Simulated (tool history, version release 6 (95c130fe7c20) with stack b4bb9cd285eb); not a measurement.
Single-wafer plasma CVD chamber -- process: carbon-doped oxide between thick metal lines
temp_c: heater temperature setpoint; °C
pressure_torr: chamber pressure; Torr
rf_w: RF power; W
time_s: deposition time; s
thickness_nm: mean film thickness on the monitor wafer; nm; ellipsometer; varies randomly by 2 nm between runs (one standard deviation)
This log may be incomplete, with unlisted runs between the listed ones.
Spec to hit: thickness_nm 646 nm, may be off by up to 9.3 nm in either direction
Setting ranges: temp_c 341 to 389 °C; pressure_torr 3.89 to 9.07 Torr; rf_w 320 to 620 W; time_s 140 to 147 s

run  hour  temp_c  pressure_torr  rf_w  time_s  thickness_nm
  1     0     365           6.48   470     147        700.76
  2   1.8     365           5.96   470     147        693.58
  3   6.5     365           6.58   470     147        698.66
  4   8.4     365           6.58   525     147        749.31
  5  15.7     374           6.58   525     147        739.54
  6  24.1     369           6.58   525     147        747.73
  7  28.9     370           6.29   505     147        722.52
  8  32.5     380           4.99   440     146        624.53
  9  34.9     378           5.12   440     146         632.1
 10    39     377            5.2   440     146        632.98
 11  45.8     377            5.2   440     146         636.2
 12  46.8     376           5.26   440     146        638.71

Next run, 4 choices. One meets every target within its allowed miss, the rest don't. Which?
  A  47.8     376           6.29   455     142             ?
  B  47.8     378           5.06   470     140             ?
  C  47.8     376           5.43   430     144             ?
  D  47.8     371           5.99   410     147             ?

move  thickness_nm
   A        646.71
   B        629.49
   C        619.08
   D        624.13
A: every result lands within tolerance
B: lands further from the targets than the last run did
C: lands further from the targets than the last run did
D: lands further from the targets than the last run did
The right move is A.
